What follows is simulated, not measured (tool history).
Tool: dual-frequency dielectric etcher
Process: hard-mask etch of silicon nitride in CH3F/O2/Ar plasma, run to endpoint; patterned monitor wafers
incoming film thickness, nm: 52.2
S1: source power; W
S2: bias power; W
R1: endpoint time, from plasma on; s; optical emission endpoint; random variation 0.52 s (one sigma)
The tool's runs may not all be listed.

run	day	S1	S2	R1
1	0	280	85	83.566
2	0.075	310	85	78.818
3	0.117	310	80	79.917
4	0.238	310	70	83.342
5	0.567	320	71	81.614
6	0.896	290	71	86.03

Run 7 comes next. What will it give?
7	0.983	300	72	?

R1: 84.129 s

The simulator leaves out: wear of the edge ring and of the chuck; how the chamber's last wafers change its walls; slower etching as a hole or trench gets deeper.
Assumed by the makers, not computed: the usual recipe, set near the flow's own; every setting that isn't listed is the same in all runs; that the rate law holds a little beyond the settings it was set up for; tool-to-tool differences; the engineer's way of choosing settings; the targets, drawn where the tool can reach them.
